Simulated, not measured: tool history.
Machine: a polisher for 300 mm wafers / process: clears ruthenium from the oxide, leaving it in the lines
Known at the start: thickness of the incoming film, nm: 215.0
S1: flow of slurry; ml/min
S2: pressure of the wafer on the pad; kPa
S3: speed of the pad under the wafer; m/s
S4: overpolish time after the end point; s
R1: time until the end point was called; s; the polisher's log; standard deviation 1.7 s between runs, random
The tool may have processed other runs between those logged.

{"run": 1, "hour": 0.0, "S1": 165, "S2": 17.2, "S3": 1.22, "S4": 3, "R1": 152.35}
{"run": 2, "hour": 2.7, "S1": 135, "S2": 17.2, "S3": 1.22, "S4": 3, "R1": 157.04}
{"run": 3, "hour": 7.8, "S1": 135, "S2": 20.0, "S3": 1.22, "S4": 3, "R1": 136.01}
{"run": 4, "hour": 16.3, "S1": 100, "S2": 20.0, "S3": 1.22, "S4": 3, "R1": 140.89}
{"run": 5, "hour": 21.0, "S1": 100, "S2": 18.6, "S3": 1.22, "S4": 3, "R1": 151.7}
{"run": 6, "hour": 25.5, "S1": 100, "S2": 17.2, "S3": 1.22, "S4": 3, "R1": 163.64}
{"run": 7, "hour": 31.6, "S1": 100, "S2": 16.5, "S3": 1.22, "S4": 3, "R1": 168.67}

Run 8 comes next. What will it give?
{"run": 8, "hour": 36.8, "S1": 100, "S2": 15.9, "S3": 1.22, "S4": 3, "R1": "?"}

Run 8 measured R1 175.81 s.
